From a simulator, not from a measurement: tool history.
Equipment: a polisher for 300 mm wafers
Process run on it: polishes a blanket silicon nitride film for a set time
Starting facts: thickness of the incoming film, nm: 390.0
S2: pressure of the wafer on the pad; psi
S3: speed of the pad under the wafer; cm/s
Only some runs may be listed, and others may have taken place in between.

{"run": 1, "hour": 0.0, "flow of slurry (ml/min)": 240, "S2": 4.7, "S3": 106, "polishing time (s)": 31, "film removed (Å)": 757.26}
{"run": 2, "hour": 5.6, "flow of slurry (ml/min)": 240, "S2": 4.4, "S3": 104, "polishing time (s)": 31, "film removed (Å)": 702.18}
{"run": 3, "hour": 6.2, "flow of slurry (ml/min)": 240, "S2": 4.2, "S3": 104, "polishing time (s)": 31, "film removed (Å)": 664.4}
{"run": 4, "hour": 14.2, "flow of slurry (ml/min)": 240, "S2": 4.0, "S3": 104, "polishing time (s)": 31, "film removed (Å)": 643.35}
{"run": 5, "hour": 18.9, "flow of slurry (ml/min)": 240, "S2": 4.4, "S3": 104, "polishing time (s)": 31, "film removed (Å)": 712.08}
{"run": 6, "hour": 27.6, "flow of slurry (ml/min)": 240, "S2": 4.2, "S3": 104, "polishing time (s)": 31, "film removed (Å)": 670.76}
{"run": 7, "hour": 34.0, "flow of slurry (ml/min)": 240, "S2": 4.0, "S3": 104, "polishing time (s)": 31, "film removed (Å)": 651.74}
{"run": 8, "hour": 40.1, "flow of slurry (ml/min)": 240, "S2": 3.8, "S3": 102, "polishing time (s)": 31, "film removed (Å)": 617.5}

For run 9, what comes out?
{"run": 9, "hour": 42.6, "flow of slurry (ml/min)": 240, "S2": 2.5, "S3": 92, "polishing time (s)": 31, "film removed (Å)": "?"}

film removed (Å): 385.48

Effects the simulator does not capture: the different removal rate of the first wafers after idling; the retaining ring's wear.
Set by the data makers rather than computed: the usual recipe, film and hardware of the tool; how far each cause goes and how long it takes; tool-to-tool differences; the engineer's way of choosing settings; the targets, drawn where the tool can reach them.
